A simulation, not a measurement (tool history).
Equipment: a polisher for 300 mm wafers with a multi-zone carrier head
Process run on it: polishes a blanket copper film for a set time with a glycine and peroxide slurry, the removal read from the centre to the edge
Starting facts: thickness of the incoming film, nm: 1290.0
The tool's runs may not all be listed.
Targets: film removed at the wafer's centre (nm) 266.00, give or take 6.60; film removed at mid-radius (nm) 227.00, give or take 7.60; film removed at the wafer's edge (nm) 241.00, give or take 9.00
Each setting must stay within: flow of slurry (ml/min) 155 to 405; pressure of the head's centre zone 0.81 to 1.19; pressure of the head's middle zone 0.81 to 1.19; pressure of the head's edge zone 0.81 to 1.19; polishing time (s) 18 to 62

run  hour  flow of slurry (ml/min)  pressure of the head's centre zone  pressure of the head's middle zone  pressure of the head's edge zone  polishing time (s)  film removed at the wafer's centre (nm)  film removed at mid-radius (nm)  film removed at the wafer's edge (nm)
  1   0.0                      260                                1.00                                1.00                              1.00                  40                                   225.98                           224.69                                 219.98
  2   7.1                      270                                1.02                                0.99                              1.02                  40                                   229.76                           224.02                                 215.43
  3   9.9                      270                                1.08                                0.99                              1.02                  40                                   243.00                           226.90                                 219.83
  4  13.2                      270                                1.16                                0.99                              1.02                  40                                   259.06                           224.10                                 218.38
  5  16.3                      270                                1.16                                0.99                              1.02                  31                                   199.62                           171.71                                 169.17
  6  23.8                      275                                1.16                                0.98                              1.05                  33                                   215.37                           182.34                                 182.71
  7  29.2                      275                                1.15                                0.98                              1.08                  35                                   225.38                           197.13                                 196.50
  8  35.1                      280                                1.15                                0.97                              1.10                  36                                   233.81                           199.56                                 202.48
  9  43.4                      275                                1.14                                0.96                              1.12                  37                                   237.02                           199.32                                 209.92
 10  50.9                      315                                1.15                                1.00                              1.19                  41                                   269.75                           238.46                                 244.76

Of the 5 settings listed for the next run, only one would bring every result within its allowed miss of target. Which one?
  A  58.4                      325                                1.13                                1.13                              1.16                  41                                        ?                                ?                                      ?
  B  58.4                      310                                1.09                                1.02                              1.19                  43                                        ?                                ?                                      ?
  C  58.4                      255                                1.10                                1.01                              1.13                  42                                        ?                                ?                                      ?
  D  58.4                      355                                1.06                                1.08                              1.19                  43                                        ?                                ?                                      ?
  E  58.4                      340                                1.13                                0.96                              1.19                  41                                        ?                                ?                                      ?

move  film removed at the wafer's centre (nm)  film removed at mid-radius (nm)  film removed at the wafer's edge (nm)
   A                                   265.16                           262.36                                 238.59
   B                                   267.68                           251.01                                 252.14
   C                                   257.27                           237.86                                 237.56
   D                                   264.83                           266.89                                 254.39
   E                                   266.07                           229.38                                 242.23
A: further off than the last run
B: further off than the last run
C: closer than the last run, but not yet in spec
D: further off than the last run
E: hits every target within its allowed miss
E meets every target.

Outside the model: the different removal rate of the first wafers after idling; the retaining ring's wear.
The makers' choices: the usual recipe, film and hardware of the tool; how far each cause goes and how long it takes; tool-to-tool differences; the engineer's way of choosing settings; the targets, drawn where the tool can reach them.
